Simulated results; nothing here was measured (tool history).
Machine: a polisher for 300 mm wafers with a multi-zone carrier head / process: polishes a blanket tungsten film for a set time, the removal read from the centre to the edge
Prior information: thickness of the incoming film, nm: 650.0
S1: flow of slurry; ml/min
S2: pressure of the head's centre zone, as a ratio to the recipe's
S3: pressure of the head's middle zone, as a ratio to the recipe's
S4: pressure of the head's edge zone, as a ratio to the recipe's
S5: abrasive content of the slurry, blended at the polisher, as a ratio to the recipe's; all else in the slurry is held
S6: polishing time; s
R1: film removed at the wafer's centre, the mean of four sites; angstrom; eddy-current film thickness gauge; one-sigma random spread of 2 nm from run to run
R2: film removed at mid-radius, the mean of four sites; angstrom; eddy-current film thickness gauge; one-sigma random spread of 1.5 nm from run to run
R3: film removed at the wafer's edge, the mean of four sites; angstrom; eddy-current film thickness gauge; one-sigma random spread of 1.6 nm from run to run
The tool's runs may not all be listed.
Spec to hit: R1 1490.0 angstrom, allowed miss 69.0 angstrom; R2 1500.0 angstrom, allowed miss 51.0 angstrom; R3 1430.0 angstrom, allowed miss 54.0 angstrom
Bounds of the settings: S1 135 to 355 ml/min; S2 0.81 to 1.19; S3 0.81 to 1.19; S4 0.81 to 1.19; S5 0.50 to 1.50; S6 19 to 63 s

Run 1, hour 0.0: S1 225 ml/min, S2 1.00, S3 1.00, S4 1.00, S5 1.00, S6 41 s. Result: R1 1900.8 angstrom, R2 1840.8 angstrom, R3 1870.4 angstrom.
Run 2, hour 5.7: S1 225 ml/min, S2 1.06, S3 1.00, S4 1.00, S5 1.00, S6 41 s. Result: R1 1961.0 angstrom, R2 1882.0 angstrom, R3 1874.0 angstrom.
Run 3, hour 6.6: S1 225 ml/min, S2 1.06, S3 1.00, S4 1.00, S5 1.00, S6 50 s. Result: R1 2414.8 angstrom, R2 2245.2 angstrom, R3 2274.3 angstrom.
Run 4, hour 7.7: S1 225 ml/min, S2 1.06, S3 1.00, S4 1.06, S5 1.00, S6 50 s. Result: R1 2416.7 angstrom, R2 2276.8 angstrom, R3 2367.1 angstrom.
Run 5, hour 10.3: S1 225 ml/min, S2 1.06, S3 1.00, S4 1.06, S5 1.15, S6 50 s. Result: R1 2524.4 angstrom, R2 2342.4 angstrom, R3 2467.4 angstrom.
At hour 11.6: slurry nozzle cleaned.
Run 6, hour 11.6: S1 225 ml/min, S2 1.06, S3 1.00, S4 1.06, S5 1.15, S6 42 s. Result: R1 2106.4 angstrom, R2 2001.3 angstrom, R3 2077.5 angstrom.
Run 7, hour 16.5: S1 220 ml/min, S2 1.03, S3 1.00, S4 1.01, S5 0.95, S6 41 s. Result: R1 1917.6 angstrom, R2 1839.8 angstrom, R3 1887.9 angstrom.
Run 8, hour 20.3: S1 220 ml/min, S2 1.03, S3 1.00, S4 1.01, S5 0.95, S6 41 s. Result: R1 1903.5 angstrom, R2 1851.7 angstrom, R3 1878.7 angstrom.
Run 9, hour 28.4: S1 220 ml/min, S2 1.02, S3 1.00, S4 0.97, S5 0.80, S6 40 s. Result: R1 1733.5 angstrom, R2 1699.2 angstrom, R3 1706.1 angstrom.
Run 10, hour 34.2: S1 220 ml/min, S2 1.01, S3 1.00, S4 0.93, S5 0.70, S6 40 s. Result: R1 1656.2 angstrom, R2 1687.3 angstrom, R3 1609.3 angstrom.
Run 11, hour 42.7: S1 215 ml/min, S2 1.00, S3 0.98, S4 0.90, S5 0.65, S6 40 s. Result: R1 1624.3 angstrom, R2 1598.2 angstrom, R3 1528.8 angstrom.
Run 12, hour 50.8: S1 205 ml/min, S2 0.98, S3 0.97, S4 0.89, S5 0.65, S6 40 s. Result: R1 1573.0 angstrom, R2 1559.0 angstrom, R3 1529.6 angstrom.
Run 13, hour 53.1: S1 200 ml/min, S2 0.97, S3 0.97, S4 0.87, S5 0.65, S6 40 s. Result: R1 1608.7 angstrom, R2 1552.0 angstrom, R3 1523.4 angstrom.

Pick the move, out of 5, that brings all results within their allowed miss; only one does.
Run A, hour 55.4: S1 150 ml/min, S2 0.95, S3 0.95, S4 0.90, S5 0.60, S6 44 s. Result: R1 ?, R2 ?, R3 ?.
Run B, hour 55.4: S1 205 ml/min, S2 0.99, S3 1.01, S4 0.88, S5 0.90, S6 34 s. Result: R1 ?, R2 ?, R3 ?.
Run C, hour 55.4: S1 210 ml/min, S2 1.02, S3 0.84, S4 0.96, S5 0.55, S6 46 s. Result: R1 ?, R2 ?, R3 ?.
Run D, hour 55.4: S1 195 ml/min, S2 0.98, S3 1.10, S4 0.81, S5 0.55, S6 43 s. Result: R1 ?, R2 ?, R3 ?.
Run E, hour 55.4: S1 305 ml/min, S2 1.03, S3 1.15, S4 0.91, S5 0.55, S6 37 s. Result: R1 ?, R2 ?, R3 ?.

move      R1      R2      R3
   A  1584.9  1564.2  1628.2
   B  1496.6  1485.9  1444.3
   C  1785.9  1476.7  1737.8
   D  1594.9  1720.4  1504.9
   E  1503.3  1594.3  1392.5
A: lands further from the targets than the last run did
B: hits every target within its allowed miss
C: lands further from the targets than the last run did
D: lands further from the targets than the last run did
E: meets the target for the result that was furthest off, but another lies outside its allowed miss
B meets every target.
